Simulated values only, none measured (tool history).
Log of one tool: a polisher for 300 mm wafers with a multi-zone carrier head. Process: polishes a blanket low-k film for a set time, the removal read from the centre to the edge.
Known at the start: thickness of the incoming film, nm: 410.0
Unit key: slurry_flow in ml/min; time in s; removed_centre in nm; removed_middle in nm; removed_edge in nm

Run 1, hour 0.0: slurry_flow 215 ml/min, centre_zone 1.00, middle_zone 1.00, edge_zone 1.00, slurry_solids 1.00, time 74 s. Result: removed_centre 27.123 nm, removed_middle 28.611 nm, removed_edge 28.261 nm.
Run 2, hour 2.7: slurry_flow 225 ml/min, centre_zone 1.04, middle_zone 1.00, edge_zone 1.03, slurry_solids 1.05, time 74 s. Result: removed_centre 30.304 nm, removed_middle 29.655 nm, removed_edge 29.467 nm.
Run 3, hour 3.7: slurry_flow 230 ml/min, centre_zone 1.05, middle_zone 1.00, edge_zone 1.06, slurry_solids 1.10, time 74 s. Result: removed_centre 31.720 nm, removed_middle 30.252 nm, removed_edge 30.342 nm.
Run 4, hour 6.8: slurry_flow 230 ml/min, centre_zone 1.05, middle_zone 1.00, edge_zone 0.97, slurry_solids 1.10, time 74 s. Result: removed_centre 30.396 nm, removed_middle 29.638 nm, removed_edge 29.216 nm.
Run 5, hour 12.5: slurry_flow 230 ml/min, centre_zone 1.06, middle_zone 1.00, edge_zone 1.01, slurry_solids 1.15, time 74 s. Result: removed_centre 31.435 nm, removed_middle 30.674 nm, removed_edge 29.383 nm.
Run 6, hour 16.2: slurry_flow 230 ml/min, centre_zone 1.06, middle_zone 1.00, edge_zone 1.01, slurry_solids 1.15, time 91 s. Result: removed_centre 40.110 nm, removed_middle 37.994 nm, removed_edge 37.450 nm.
Run 7, hour 19.8: slurry_flow 220 ml/min, centre_zone 1.07, middle_zone 0.98, edge_zone 1.00, slurry_solids 1.15, time 91 s. Result: removed_centre 38.566 nm, removed_middle 36.699 nm, removed_edge 37.091 nm.
Run 8, hour 26.0: slurry_flow 215 ml/min, centre_zone 1.09, middle_zone 0.97, edge_zone 1.00, slurry_solids 1.15, time 91 s. Result: removed_centre 39.299 nm, removed_middle 36.192 nm, removed_edge 37.113 nm.
Run 9, hour 32.8: slurry_flow 210 ml/min, centre_zone 1.10, middle_zone 0.96, edge_zone 0.99, slurry_solids 1.15, time 91 s. Result: removed_centre 39.777 nm, removed_middle 36.292 nm, removed_edge 36.457 nm.
Run 10, hour 33.8: slurry_flow 205 ml/min, centre_zone 1.10, middle_zone 0.95, edge_zone 0.99, slurry_solids 1.15, time 91 s. Result: removed_centre 39.032 nm, removed_middle 35.772 nm, removed_edge 37.117 nm.

Run 11 comes next. What will it give?
Run 11, hour 40.8: slurry_flow 205 ml/min, centre_zone 1.11, middle_zone 0.94, edge_zone 0.98, slurry_solids 1.15, time 91 s. Result: removed_centre ?, removed_middle ?, removed_edge ?.

Run 11 yielded removed_centre 40.192 nm, removed_middle 35.247 nm, removed_edge 37.056 nm.
